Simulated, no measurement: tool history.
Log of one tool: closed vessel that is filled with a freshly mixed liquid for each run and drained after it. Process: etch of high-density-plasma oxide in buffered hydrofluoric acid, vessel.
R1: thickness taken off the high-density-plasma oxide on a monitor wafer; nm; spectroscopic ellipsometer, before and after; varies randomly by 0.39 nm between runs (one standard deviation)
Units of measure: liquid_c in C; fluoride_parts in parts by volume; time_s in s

run 1 hour=0 | liquid_c=24 fluoride_parts=14.5 time_s=100 | R1=90.613
run 2 hour=6.4 | liquid_c=26.5 fluoride_parts=14.5 time_s=100 | R1=104.62
run 3 hour=12.7 | liquid_c=27 fluoride_parts=14.5 time_s=100 | R1=107.44
run 4 hour=15.2 | liquid_c=27 fluoride_parts=14.5 time_s=100 | R1=107.64
run 5 hour=23.3 | liquid_c=27 fluoride_parts=11 time_s=100 | R1=140.57
run 6 hour=27 | liquid_c=29.5 fluoride_parts=11 time_s=100 | R1=158.97
run 7 hour=29.2 | liquid_c=28 fluoride_parts=11 time_s=100 | R1=148.03
run 8 hour=31.1 | liquid_c=27 fluoride_parts=11 time_s=100 | R1=139.85

Run 9 is up next; what results do you expect?
run 9 hour=34.7 | liquid_c=26 fluoride_parts=11 time_s=100 | R1=?

R1: 134.03 nm

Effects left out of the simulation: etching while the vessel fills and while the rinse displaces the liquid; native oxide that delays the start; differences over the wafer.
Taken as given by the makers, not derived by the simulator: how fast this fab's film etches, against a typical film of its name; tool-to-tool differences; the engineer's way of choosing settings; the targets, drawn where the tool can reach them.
